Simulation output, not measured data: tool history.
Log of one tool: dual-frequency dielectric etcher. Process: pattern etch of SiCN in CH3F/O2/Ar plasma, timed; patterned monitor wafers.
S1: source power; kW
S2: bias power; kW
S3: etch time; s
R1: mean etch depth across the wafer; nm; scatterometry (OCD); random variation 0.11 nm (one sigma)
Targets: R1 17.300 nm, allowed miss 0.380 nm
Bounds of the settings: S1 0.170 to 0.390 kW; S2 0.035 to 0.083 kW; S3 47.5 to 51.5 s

run  hour     S1     S2    S3      R1
  1   0.0  0.280  0.059  51.5  15.691
  2   4.2  0.240  0.059  51.5  14.501
  3   8.5  0.240  0.049  51.5  13.259
  4  15.7  0.240  0.049  51.5  13.106
  5  16.3  0.270  0.050  51.5  14.011
  6  18.2  0.270  0.054  51.5  14.683
  7  24.4  0.270  0.054  51.5  14.687
  8  27.1  0.290  0.054  51.5  15.217
  9  31.3  0.300  0.054  51.5  15.319
 10  34.5  0.310  0.054  51.5  15.521

4 next moves are on the table. One of them brings every result within its allowed miss. Which?
  A  37.7  0.300  0.054  50.0   ?
  B  37.7  0.280  0.062  51.5   ?
  C  37.7  0.290  0.068  51.5   ?
  D  37.7  0.270  0.075  48.5   ?

move      R1
   A  14.777
   B  15.989
   C  17.050
   D  16.449
A: further off than the last run
B: nearer than the last run, and not there yet
C: meets every target
D: nearer than the last run, and not there yet
Answer: C
